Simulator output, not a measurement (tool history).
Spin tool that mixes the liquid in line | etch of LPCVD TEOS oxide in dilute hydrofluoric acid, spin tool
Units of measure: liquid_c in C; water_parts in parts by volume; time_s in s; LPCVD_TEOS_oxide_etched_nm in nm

run	hour	liquid_c	water_parts	time_s	LPCVD_TEOS_oxide_etched_nm
1	0	22	205	290	38.469
2	5.3	22	180	290	45.252
3	13.8	20	180	290	41.491
4	14.8	17.5	180	290	38.516
5	19.1	17.5	180	310	40.048
6	21.3	17.5	125	310	60.517
7	24.4	19	125	310	64.453
8	30.5	20.5	125	310	68.769

Run 9 comes next. What will it give?
9	31.5	21.5	125	310	?

For run 9 the tool returned LPCVD_TEOS_oxide_etched_nm 71.599 nm.
